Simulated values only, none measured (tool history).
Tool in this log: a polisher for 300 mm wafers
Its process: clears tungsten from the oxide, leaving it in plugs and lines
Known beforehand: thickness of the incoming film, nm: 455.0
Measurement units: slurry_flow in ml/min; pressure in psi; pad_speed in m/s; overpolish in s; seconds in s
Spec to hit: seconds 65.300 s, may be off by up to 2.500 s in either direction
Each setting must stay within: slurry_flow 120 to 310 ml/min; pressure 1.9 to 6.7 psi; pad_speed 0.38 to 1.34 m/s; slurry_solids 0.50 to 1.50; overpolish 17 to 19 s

run    day  slurry_flow  pressure  pad_speed  slurry_solids  overpolish  seconds
  1  0.000          200       4.3       0.86           1.00          17   80.725
  2  0.250          235       4.3       0.86           1.00          17   78.938
  3  0.375          235       4.3       0.86           1.00          17   80.882
  4  0.462          235       4.5       0.86           1.00          17   75.010
  5  0.796          235       4.5       0.72           1.00          17   91.182
  6  0.992          235       4.5       0.72           1.00          19   91.886
  7  1.100          235       4.8       0.72           1.00          19   83.831
  8  1.258          235       5.0       0.72           1.00          19   81.526
  9  1.338          235       5.2       0.72           1.00          19   79.245
 10  1.604          235       5.4       0.72           1.00          19   75.860
 11  1.754          235       5.4       0.72           1.00          19   76.919

Which one of the following 4 next-run settings gets every result inside its allowed miss? There is exactly one.
  A  1.904          270       6.4       0.64           1.10          17        ?
  B  1.904          240       5.6       0.72           1.15          17        ?
  C  1.904          255       5.9       0.76           1.00          19        ?
  D  1.904          220       5.2       0.76           1.15          18        ?

move  seconds
   A   69.405
   B   71.043
   C   65.020
   D   73.272
A: nearer the targets than the last run, but a result is still out of spec
B: nearer the targets than the last run, but a result is still out of spec
C: meets every target
D: nearer the targets than the last run, but a result is still out of spec
Go with C: it meets all targets.
